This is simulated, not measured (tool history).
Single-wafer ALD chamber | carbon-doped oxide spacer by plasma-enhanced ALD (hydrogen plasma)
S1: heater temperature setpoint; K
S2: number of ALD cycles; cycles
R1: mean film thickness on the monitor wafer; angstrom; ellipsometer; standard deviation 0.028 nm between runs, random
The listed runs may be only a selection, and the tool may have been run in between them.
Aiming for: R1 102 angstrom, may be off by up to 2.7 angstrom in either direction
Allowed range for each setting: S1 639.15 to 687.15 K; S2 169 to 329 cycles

run 1 hour=0 | S1=663.15 S2=249 | R1=130.92
run 2 hour=5.3 | S1=670.15 S2=249 | R1=130.59
run 3 hour=8.5 | S1=678.15 S2=249 | R1=129.01
run 4 hour=15.5 | S1=669.15 S2=249 | R1=131.31
run 5 hour=16.1 | S1=669.15 S2=238 | R1=124.96
run 6 hour=22.7 | S1=669.15 S2=229 | R1=120.49
run 7 hour=25.4 | S1=669.15 S2=222 | R1=116.03
run 8 hour=32.5 | S1=669.15 S2=217 | R1=114.6
run 9 hour=40.7 | S1=669.15 S2=212 | R1=111.47
run 10 hour=48.1 | S1=669.15 S2=208 | R1=109.35
run 11 hour=49.4 | S1=669.15 S2=188 | R1=98.89

Next run, 5 choices. One meets every target within its allowed miss, the rest don't. Which?
run A hour=50.7 | S1=672.15 S2=182 | R1=?
run B hour=50.7 | S1=677.15 S2=184 | R1=?
run C hour=50.7 | S1=667.15 S2=183 | R1=?
run D hour=50.7 | S1=669.15 S2=176 | R1=?
run E hour=50.7 | S1=673.15 S2=193 | R1=?

move=A R1=95.701
move=B R1=95.893
move=C R1=96.226
move=D R1=92.546
move=E R1=101.48
A: further off than the last run
B: further off than the last run
C: further off than the last run
D: further off than the last run
E: every result within its allowed miss
The move that meets every target is E.

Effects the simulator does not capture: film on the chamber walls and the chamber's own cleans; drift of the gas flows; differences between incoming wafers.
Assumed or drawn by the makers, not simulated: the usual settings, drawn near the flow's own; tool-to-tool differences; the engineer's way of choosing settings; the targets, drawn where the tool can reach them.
